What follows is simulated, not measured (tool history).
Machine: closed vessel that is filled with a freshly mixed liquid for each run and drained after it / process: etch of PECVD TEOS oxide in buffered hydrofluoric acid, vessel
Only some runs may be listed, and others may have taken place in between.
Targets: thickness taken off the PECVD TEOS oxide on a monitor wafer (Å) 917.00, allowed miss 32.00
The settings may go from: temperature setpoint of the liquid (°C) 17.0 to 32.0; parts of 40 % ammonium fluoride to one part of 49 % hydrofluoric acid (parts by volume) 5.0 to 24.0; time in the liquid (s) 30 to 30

| run | hour | temperature setpoint of the liquid (°C) | parts of 40 % ammonium fluoride to one part of 49 % hydrofluoric acid (parts by volume) | time in the liquid (s) | thickness taken off the PECVD TEOS oxide on a monitor wafer (Å) |
|---|---|---|---|---|---|
| 1 | 0.0 | 24.0 | 14.5 | 30 | 395.24 |
| 2 | 8.9 | 25.5 | 13.5 | 30 | 451.45 |
| 3 | 17.7 | 26.5 | 12.5 | 30 | 515.69 |
| 4 | 19.3 | 24.5 | 12.5 | 30 | 473.16 |
| 5 | 20.7 | 24.5 | 12.5 | 30 | 462.88 |
| 6 | 23.3 | 26.0 | 11.5 | 30 | 535.78 |
| 7 | 30.5 | 30.0 | 7.5 | 30 | 999.15 |
| 8 | 36.0 | 29.5 | 7.5 | 30 | 984.96 |

Below are 5 possible settings for the next run. Only one of them brings all results inside the allowed miss of their targets. Which is it?
| A | 41.5 | 26.5 | 6.0 | 30 | ? |
| B | 41.5 | 28.0 | 6.0 | 30 | ? |
| C | 41.5 | 27.5 | 8.0 | 30 | ? |
| D | 41.5 | 25.5 | 6.5 | 30 | ? |
| E | 41.5 | 30.0 | 7.0 | 30 | ? |

| move | thickness taken off the PECVD TEOS oxide on a monitor wafer (Å) |
|---|---|
| A | 1033.10 |
| B | 1117.70 |
| C | 825.05 |
| D | 914.33 |
| E | 1085.30 |
A: further off than the last run
B: further off than the last run
C: pushes the last run's worst result past its target
D: in spec on every target
E: further off than the last run
Answer: D

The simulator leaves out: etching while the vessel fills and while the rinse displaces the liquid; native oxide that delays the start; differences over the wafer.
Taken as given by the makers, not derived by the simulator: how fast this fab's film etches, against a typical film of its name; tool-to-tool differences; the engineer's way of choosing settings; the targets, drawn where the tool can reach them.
